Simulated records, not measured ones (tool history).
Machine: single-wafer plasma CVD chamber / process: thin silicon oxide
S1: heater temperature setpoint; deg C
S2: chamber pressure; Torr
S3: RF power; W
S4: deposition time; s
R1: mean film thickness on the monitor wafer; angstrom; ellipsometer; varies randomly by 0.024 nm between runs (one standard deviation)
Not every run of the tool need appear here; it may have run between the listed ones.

run  hour   S1     S2   S3    S4      R1
  1   0.0  410  0.697  360  4.38  75.265
  2   3.9  410  0.697  360  4.52  76.865
  3   4.5  410  0.715  360  4.52  79.289
  4  10.0  410  0.728  360  4.52  81.103
  5  16.5  410  0.631  360  4.52  69.996
  6  23.7  410  0.631  360  4.52  70.223
  7  30.6  410  0.631  360  4.52  69.977
  8  31.6  410  0.666  360  4.52  73.667

What will run 9 give?
  9  37.6  410  0.692  360  4.52   ?

Run 9 gave R1 77.055 angstrom.

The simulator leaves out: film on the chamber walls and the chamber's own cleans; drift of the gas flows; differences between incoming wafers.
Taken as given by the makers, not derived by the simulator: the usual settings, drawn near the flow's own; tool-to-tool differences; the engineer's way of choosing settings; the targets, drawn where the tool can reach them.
